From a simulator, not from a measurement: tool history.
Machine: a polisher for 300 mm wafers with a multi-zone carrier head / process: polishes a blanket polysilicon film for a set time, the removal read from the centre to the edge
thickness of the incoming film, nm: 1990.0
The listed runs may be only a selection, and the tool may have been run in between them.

run	hour	flow of slurry (ml/min)	pressure of the head's centre zone	pressure of the head's middle zone	pressure of the head's edge zone	polishing time (s)	film removed at the wafer's centre (angstrom)	film removed at mid-radius (angstrom)	film removed at the wafer's edge (angstrom)
1	0.0	285	1.00	1.00	1.00	86	5755.2	5652.4	5741.4
2	5.8	255	1.00	1.00	1.00	86	5663.9	5575.9	5725.5
3	11.8	255	1.00	1.04	1.00	86	5842.7	5832.8	5677.1
4	16.5	320	1.00	1.04	1.00	86	6017.9	5965.5	5829.1
5	18.1	315	1.04	1.00	0.96	76	5479.2	5132.3	4976.5
6	24.3	315	1.04	0.94	0.96	76	5478.7	4882.0	5033.1
7	25.5	310	1.06	0.91	0.94	68	4940.4	4189.9	4505.5
8	26.8	310	1.08	0.90	0.91	63	4730.9	3862.1	4052.3
9	31.0	290	1.09	0.89	0.89	61	4453.8	3656.6	3884.8
10	39.4	280	1.11	0.88	0.87	59	4380.1	3513.0	3694.7
11	48.2	265	1.13	0.87	0.86	57	4347.8	3374.8	3509.1
12	55.7	205	1.12	0.81	0.81	51	3684.3	2680.6	3004.9

What will run 13 give?
13	64.2	285	1.14	0.84	0.82	49	?	?	?

Run 13 produced film removed at the wafer's centre (angstrom) 3784.8, film removed at mid-radius (angstrom) 2840.6, film removed at the wafer's edge (angstrom) 3014.5.
